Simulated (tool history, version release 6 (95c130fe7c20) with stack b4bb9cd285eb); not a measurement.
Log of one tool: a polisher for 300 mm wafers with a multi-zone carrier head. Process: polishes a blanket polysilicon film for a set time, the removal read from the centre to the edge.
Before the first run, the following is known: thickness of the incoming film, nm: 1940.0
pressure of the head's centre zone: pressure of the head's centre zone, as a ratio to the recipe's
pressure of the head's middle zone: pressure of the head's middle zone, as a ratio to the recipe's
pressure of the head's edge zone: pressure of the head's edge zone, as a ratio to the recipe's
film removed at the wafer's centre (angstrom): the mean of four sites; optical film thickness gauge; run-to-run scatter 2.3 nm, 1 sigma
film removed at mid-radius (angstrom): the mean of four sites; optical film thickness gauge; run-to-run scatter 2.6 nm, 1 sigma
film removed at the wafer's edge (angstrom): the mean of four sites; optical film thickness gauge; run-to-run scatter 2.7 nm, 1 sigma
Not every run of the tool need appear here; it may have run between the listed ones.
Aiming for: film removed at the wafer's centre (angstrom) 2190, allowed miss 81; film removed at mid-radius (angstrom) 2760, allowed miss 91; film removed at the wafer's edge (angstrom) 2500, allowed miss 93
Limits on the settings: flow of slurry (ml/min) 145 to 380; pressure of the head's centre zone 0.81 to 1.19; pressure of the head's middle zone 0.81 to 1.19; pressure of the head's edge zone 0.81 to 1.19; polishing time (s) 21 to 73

run,hour,flow of slurry (ml/min),pressure of the head's centre zone,pressure of the head's middle zone,pressure of the head's edge zone,polishing time (s),film removed at the wafer's centre (angstrom),film removed at mid-radius (angstrom),film removed at the wafer's edge (angstrom)
1,0,245,1,1,1,47,3072.3,3093.5,3109.1
2,6.9,275,1,1,1,47,3133.3,3139.1,3131
3,10.5,275,1,1.07,1,47,3138.3,3276.7,3038.6
4,18.4,270,0.98,1.07,0.99,46,3000.7,3220.9,2955.5
5,19.7,270,0.98,1.15,0.99,46,3002.7,3454.3,3034.5
6,23.7,270,0.96,1.14,0.98,45,2852.5,3419.4,2971.7
7,24.9,230,0.87,1.04,0.89,37,2125,2514.2,2296.7
8,25.9,235,0.87,1.05,0.9,37,2086.3,2515.4,2362.9
9,29.9,240,0.87,1.06,0.91,37,2112.8,2584.8,2295.2
10,31.1,235,0.87,1.06,0.92,37,2085.2,2575.8,2349
11,33.1,240,0.87,1.06,0.93,37,2065.3,2563.9,2350.9
12,39,240,0.87,1.06,0.94,37,2130.2,2606.7,2358.6
13,43.2,240,0.87,1.06,0.95,37,2088.3,2560.2,2398.9

Consider the 4 candidate settings below. Which is the only one whose results all fall within their allowed miss of target?
A,47.4,330,0.89,1.14,0.86,36,?,?,?
B,47.4,145,0.89,1.13,0.96,41,?,?,?
C,47.4,270,0.83,0.96,0.97,43,?,?,?
D,47.4,220,0.96,1.03,0.83,38,?,?,?

move,film removed at the wafer's centre (angstrom),film removed at mid-radius (angstrom),film removed at the wafer's edge (angstrom)
A,2172.7,2723.7,2266.2
B,2223.8,2797.5,2529.4
C,2367.7,2772.1,2829.1
D,2366.3,2538,2287.9
A: gets the furthest-off result to its target, but another result is out of tolerance
B: all results land within tolerance of their targets
C: gets the furthest-off result to its target, but another result is out of tolerance
D: its largest miss is bigger than the last run's
Correct choice: B, which meets every target
